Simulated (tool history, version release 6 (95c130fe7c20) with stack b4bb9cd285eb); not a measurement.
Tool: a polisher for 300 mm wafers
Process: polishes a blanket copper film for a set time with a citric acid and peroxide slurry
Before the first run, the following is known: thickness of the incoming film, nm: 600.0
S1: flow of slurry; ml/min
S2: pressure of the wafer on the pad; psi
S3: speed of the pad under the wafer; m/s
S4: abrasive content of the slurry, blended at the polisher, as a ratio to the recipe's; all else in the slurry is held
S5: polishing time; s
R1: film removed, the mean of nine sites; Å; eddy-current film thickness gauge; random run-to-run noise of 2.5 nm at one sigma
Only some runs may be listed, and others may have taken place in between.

{"run": 1, "hour": 0.0, "S1": 235, "S2": 3.9, "S3": 1.26, "S4": 1, "S5": 43, "R1": 1760.9}
{"run": 2, "hour": 3.8, "S1": 235, "S2": 4.2, "S3": 1.26, "S4": 1, "S5": 43, "R1": 1846.4}
{"run": 3, "hour": 4.9, "S1": 235, "S2": 4.5, "S3": 1.28, "S4": 1, "S5": 43, "R1": 1998.3}
{"run": 4, "hour": 9.5, "S1": 235, "S2": 4.7, "S3": 1.3, "S4": 1, "S5": 43, "R1": 2129.6}
{"run": 5, "hour": 17.4, "S1": 235, "S2": 4.9, "S3": 1.3, "S4": 1, "S5": 43, "R1": 2248.9}
{"run": 6, "hour": 19.7, "S1": 235, "S2": 5.1, "S3": 1.3, "S4": 1, "S5": 43, "R1": 2332.3}
{"run": 7, "hour": 22.2, "S1": 235, "S2": 5.2, "S3": 1.3, "S4": 1, "S5": 43, "R1": 2335.6}
{"run": 8, "hour": 26.1, "S1": 235, "S2": 5.3, "S3": 1.32, "S4": 1, "S5": 43, "R1": 2437.9}

Estimate the outcome of run 9 from the log above:
{"run": 9, "hour": 33.2, "S1": 235, "S2": 5.4, "S3": 1.32, "S4": 1, "S5": 43, "R1": "?"}

R1: 2448.6 Å

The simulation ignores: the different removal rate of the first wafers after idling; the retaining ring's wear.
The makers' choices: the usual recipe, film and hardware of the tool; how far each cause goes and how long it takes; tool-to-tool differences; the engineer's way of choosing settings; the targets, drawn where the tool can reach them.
